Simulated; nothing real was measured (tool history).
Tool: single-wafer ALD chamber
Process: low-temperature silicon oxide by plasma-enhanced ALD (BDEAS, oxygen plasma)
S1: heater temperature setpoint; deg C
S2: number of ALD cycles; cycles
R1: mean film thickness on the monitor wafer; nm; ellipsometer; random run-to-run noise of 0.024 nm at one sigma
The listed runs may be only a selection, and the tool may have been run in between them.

run 1 hour=0.0 | S1=90 S2=56 | R1=9.0264
run 2 hour=5.8 | S1=97 S2=56 | R1=8.8482
run 3 hour=14.4 | S1=102 S2=56 | R1=8.7448
run 4 hour=15.8 | S1=103 S2=55 | R1=8.5237
run 5 hour=20.4 | S1=97 S2=55 | R1=8.6876
run 6 hour=28.6 | S1=97 S2=50 | R1=7.9108

What will run 7 give?
run 7 hour=32.4 | S1=98 S2=50 | R1=?

{"run 7": {"R1": 7.8863}}
